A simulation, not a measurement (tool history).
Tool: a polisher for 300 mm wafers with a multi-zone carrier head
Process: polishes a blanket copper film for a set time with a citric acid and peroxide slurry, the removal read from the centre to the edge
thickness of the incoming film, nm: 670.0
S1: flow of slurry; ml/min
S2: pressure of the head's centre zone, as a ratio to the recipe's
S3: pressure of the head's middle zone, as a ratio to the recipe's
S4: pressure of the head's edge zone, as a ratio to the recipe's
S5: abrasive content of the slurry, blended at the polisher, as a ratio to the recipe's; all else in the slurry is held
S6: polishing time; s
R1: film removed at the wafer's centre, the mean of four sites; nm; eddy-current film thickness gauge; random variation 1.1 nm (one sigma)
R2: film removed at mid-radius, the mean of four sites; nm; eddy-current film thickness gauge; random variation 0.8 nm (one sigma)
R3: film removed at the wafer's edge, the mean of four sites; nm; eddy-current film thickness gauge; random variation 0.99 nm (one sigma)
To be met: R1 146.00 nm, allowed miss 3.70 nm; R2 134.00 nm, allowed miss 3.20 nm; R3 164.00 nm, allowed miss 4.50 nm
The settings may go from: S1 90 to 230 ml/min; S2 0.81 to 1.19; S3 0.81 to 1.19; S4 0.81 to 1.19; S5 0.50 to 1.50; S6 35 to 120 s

Run 1, hour 0.0: S1 150 ml/min, S2 1.00, S3 1.00, S4 1.00, S5 1.00, S6 77 s. Result: R1 114.94 nm, R2 116.74 nm, R3 114.94 nm.
Run 2, hour 2.3: S1 115 ml/min, S2 1.00, S3 1.00, S4 1.00, S5 1.00, S6 77 s. Result: R1 106.10 nm, R2 109.10 nm, R3 110.93 nm.
Run 3, hour 8.0: S1 115 ml/min, S2 1.00, S3 1.00, S4 1.00, S5 0.85, S6 77 s. Result: R1 100.99 nm, R2 104.38 nm, R3 104.36 nm.
Run 4, hour 16.6: S1 135 ml/min, S2 1.00, S3 0.97, S4 1.06, S5 1.05, S6 78 s. Result: R1 115.08 nm, R2 114.60 nm, R3 120.22 nm.
Run 5, hour 17.7: S1 135 ml/min, S2 1.06, S3 0.97, S4 1.06, S5 1.05, S6 78 s. Result: R1 121.74 nm, R2 114.00 nm, R3 119.24 nm.
Run 6, hour 25.1: S1 110 ml/min, S2 1.06, S3 0.97, S4 1.06, S5 1.05, S6 78 s. Result: R1 115.03 nm, R2 108.69 nm, R3 115.23 nm.
Run 7, hour 34.0: S1 150 ml/min, S2 0.96, S3 0.87, S4 1.16, S5 1.30, S6 85 s. Result: R1 132.25 nm, R2 122.50 nm, R3 147.80 nm.
Run 8, hour 37.1: S1 165 ml/min, S2 0.95, S3 0.86, S4 1.17, S5 1.35, S6 85 s. Result: R1 134.17 nm, R2 124.73 nm, R3 150.44 nm.

Which of these 4 next moves meets every target?
Run A, hour 40.2: S1 170 ml/min, S2 0.89, S3 1.00, S4 1.12, S5 1.40, S6 80 s. Result: R1 ?, R2 ?, R3 ?.
Run B, hour 40.2: S1 190 ml/min, S2 0.93, S3 0.94, S4 1.03, S5 1.25, S6 78 s. Result: R1 ?, R2 ?, R3 ?.
Run C, hour 40.2: S1 165 ml/min, S2 0.95, S3 0.85, S4 1.14, S5 1.30, S6 78 s. Result: R1 ?, R2 ?, R3 ?.
Run D, hour 40.2: S1 140 ml/min, S2 0.94, S3 0.83, S4 1.10, S5 1.35, S6 97 s. Result: R1 ?, R2 ?, R3 ?.

move      R1      R2      R3
   A  118.80  136.71  141.37
   B  120.01  125.19  130.43
   C  120.46  113.52  136.10
   D  144.05  135.17  163.97
A: further off than the last run
B: further off than the last run
C: further off than the last run
D: meets every target
Move D is the one to make.

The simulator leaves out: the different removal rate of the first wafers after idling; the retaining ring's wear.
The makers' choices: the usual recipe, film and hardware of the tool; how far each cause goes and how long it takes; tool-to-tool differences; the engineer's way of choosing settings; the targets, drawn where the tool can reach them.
